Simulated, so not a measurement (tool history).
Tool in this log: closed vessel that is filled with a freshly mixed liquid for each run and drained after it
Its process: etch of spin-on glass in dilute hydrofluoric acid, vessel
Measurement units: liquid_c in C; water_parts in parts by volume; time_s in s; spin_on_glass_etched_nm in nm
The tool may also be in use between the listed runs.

run 1 hour=0 | liquid_c=26 water_parts=295 time_s=605 | spin_on_glass_etched_nm=62.68
run 2 hour=3.4 | liquid_c=23 water_parts=295 time_s=605 | spin_on_glass_etched_nm=56.31
run 3 hour=7.2 | liquid_c=23 water_parts=195 time_s=605 | spin_on_glass_etched_nm=94.379
run 4 hour=13.7 | liquid_c=23 water_parts=195 time_s=645 | spin_on_glass_etched_nm=99.112
run 5 hour=15.3 | liquid_c=20 water_parts=195 time_s=645 | spin_on_glass_etched_nm=90.381
run 6 hour=22.6 | liquid_c=23 water_parts=195 time_s=645 | spin_on_glass_etched_nm=100.7
run 7 hour=26.1 | liquid_c=21.5 water_parts=270 time_s=645 | spin_on_glass_etched_nm=63.713
run 8 hour=28.4 | liquid_c=20.5 water_parts=310 time_s=645 | spin_on_glass_etched_nm=52.085
run 9 hour=32.6 | liquid_c=20 water_parts=340 time_s=645 | spin_on_glass_etched_nm=44.733
run 10 hour=37.1 | liquid_c=19.5 water_parts=365 time_s=645 | spin_on_glass_etched_nm=41.095
run 11 hour=45.2 | liquid_c=19 water_parts=385 time_s=645 | spin_on_glass_etched_nm=36.872
run 12 hour=49.6 | liquid_c=18.5 water_parts=400 time_s=645 | spin_on_glass_etched_nm=34.207

Estimate the outcome of run 13 from the log above:
run 13 hour=55.7 | liquid_c=18.5 water_parts=410 time_s=645 | spin_on_glass_etched_nm=?

Run 13 yielded spin_on_glass_etched_nm 33.528 nm.
